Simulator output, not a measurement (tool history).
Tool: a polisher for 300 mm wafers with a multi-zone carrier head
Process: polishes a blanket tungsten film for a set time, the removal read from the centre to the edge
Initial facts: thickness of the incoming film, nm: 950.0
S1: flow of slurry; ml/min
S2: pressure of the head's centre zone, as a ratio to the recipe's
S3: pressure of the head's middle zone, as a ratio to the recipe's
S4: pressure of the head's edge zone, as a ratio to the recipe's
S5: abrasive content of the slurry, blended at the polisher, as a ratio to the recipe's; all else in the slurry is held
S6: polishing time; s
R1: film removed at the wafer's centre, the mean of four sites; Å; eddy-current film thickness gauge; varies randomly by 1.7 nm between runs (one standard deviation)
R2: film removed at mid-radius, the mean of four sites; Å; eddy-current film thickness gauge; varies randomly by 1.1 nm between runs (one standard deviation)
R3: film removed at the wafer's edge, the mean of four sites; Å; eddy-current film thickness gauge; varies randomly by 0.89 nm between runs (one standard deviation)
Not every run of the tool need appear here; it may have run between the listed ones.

| run | hour | S1 | S2 | S3 | S4 | S5 | S6 | R1 | R2 | R3 |
|---|---|---|---|---|---|---|---|---|---|---|
| 1 | 0 | 275 | 1 | 1 | 1 | 1 | 64 | 1987.5 | 2099.6 | 2056.1 |
| 2 | 5.7 | 275 | 1 | 0.95 | 1 | 1 | 64 | 2052.3 | 2022.4 | 2066.1 |
| 3 | 9.7 | 270 | 0.97 | 0.96 | 0.95 | 0.85 | 58 | 1685.6 | 1764.9 | 1777.2 |
| 4 | 12 | 270 | 0.97 | 0.96 | 0.95 | 0.85 | 49 | 1434.1 | 1495.5 | 1499.2 |
| 5 | 18.2 | 215 | 0.97 | 0.96 | 0.95 | 0.85 | 49 | 1377.4 | 1448 | 1455.4 |
| 6 | 20.9 | 215 | 0.97 | 0.96 | 0.95 | 0.85 | 33 | 948.26 | 977.57 | 973.26 |
| 7 | 29.4 | 265 | 0.96 | 0.99 | 0.96 | 1 | 36 | 1103.5 | 1167.2 | 1134.9 |
| 8 | 38.3 | 340 | 0.96 | 1.08 | 1.02 | 1.05 | 36 | 1142.8 | 1298.1 | 1210.7 |
| 9 | 42.7 | 355 | 0.97 | 1.09 | 1.04 | 1.1 | 36 | 1179 | 1319.1 | 1229 |
| 10 | 43.7 | 360 | 0.99 | 1.14 | 1.11 | 1.25 | 37 | 1284.6 | 1453.1 | 1358.9 |

Estimate the outcome of run 11 from the log above:
| 11 | 51.7 | 360 | 0.99 | 1.13 | 1.09 | 1.25 | 37 | ? | ? | ? |

R1: 1274.9 Å
R2: 1444.7 Å
R3: 1359.6 Å

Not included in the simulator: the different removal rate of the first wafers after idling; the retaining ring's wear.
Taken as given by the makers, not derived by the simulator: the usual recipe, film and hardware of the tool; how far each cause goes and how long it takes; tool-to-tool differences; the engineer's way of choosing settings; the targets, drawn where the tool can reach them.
